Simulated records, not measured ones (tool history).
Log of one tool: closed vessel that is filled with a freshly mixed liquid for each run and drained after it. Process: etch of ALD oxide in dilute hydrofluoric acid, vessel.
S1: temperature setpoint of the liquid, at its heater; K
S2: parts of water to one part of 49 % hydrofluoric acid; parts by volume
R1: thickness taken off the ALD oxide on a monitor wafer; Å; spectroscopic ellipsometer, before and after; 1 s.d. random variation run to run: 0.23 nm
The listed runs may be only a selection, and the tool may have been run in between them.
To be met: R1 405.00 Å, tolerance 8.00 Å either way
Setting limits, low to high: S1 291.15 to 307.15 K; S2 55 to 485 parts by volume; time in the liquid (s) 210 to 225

{"run": 1, "hour": 0.0, "S1": 299.15, "S2": 270, "time in the liquid (s)": 210, "R1": 214.58}
{"run": 2, "hour": 8.5, "S1": 299.15, "S2": 270, "time in the liquid (s)": 210, "R1": 218.48}
{"run": 3, "hour": 12.1, "S1": 301.65, "S2": 245, "time in the liquid (s)": 210, "R1": 267.01}
{"run": 4, "hour": 20.2, "S1": 303.15, "S2": 230, "time in the liquid (s)": 210, "R1": 302.65}
{"run": 5, "hour": 21.2, "S1": 300.65, "S2": 230, "time in the liquid (s)": 210, "R1": 278.7}
{"run": 6, "hour": 30.1, "S1": 302.65, "S2": 220, "time in the liquid (s)": 210, "R1": 315.55}
{"run": 7, "hour": 32.3, "S1": 304.15, "S2": 215, "time in the liquid (s)": 210, "R1": 344.52}
{"run": 8, "hour": 37.0, "S1": 305.15, "S2": 210, "time in the liquid (s)": 210, "R1": 360.19}
{"run": 9, "hour": 43.9, "S1": 307.15, "S2": 195, "time in the liquid (s)": 210, "R1": 432.56}
{"run": 10, "hour": 48.3, "S1": 306.65, "S2": 195, "time in the liquid (s)": 210, "R1": 419.76}

Exercise: of the 4 proposed moves below, exactly one satisfies all targets within the stated allowed misses. Which move is it?
{"run": "A", "hour": 52.7, "S1": 307.15, "S2": 215, "time in the liquid (s)": 225, "R1": "?"}
{"run": "B", "hour": 52.7, "S1": 307.15, "S2": 215, "time in the liquid (s)": 215, "R1": "?"}
{"run": "C", "hour": 52.7, "S1": 305.15, "S2": 200, "time in the liquid (s)": 210, "R1": "?"}
{"run": "D", "hour": 52.7, "S1": 305.65, "S2": 205, "time in the liquid (s)": 210, "R1": "?"}

move=A R1=407.09
move=B R1=389.00
move=C R1=389.70
move=D R1=384.17
A: every result lands within tolerance
B: takes the result that was furthest off past its target
C: takes the result that was furthest off past its target
D: takes the result that was furthest off past its target
The move that meets every target is A.
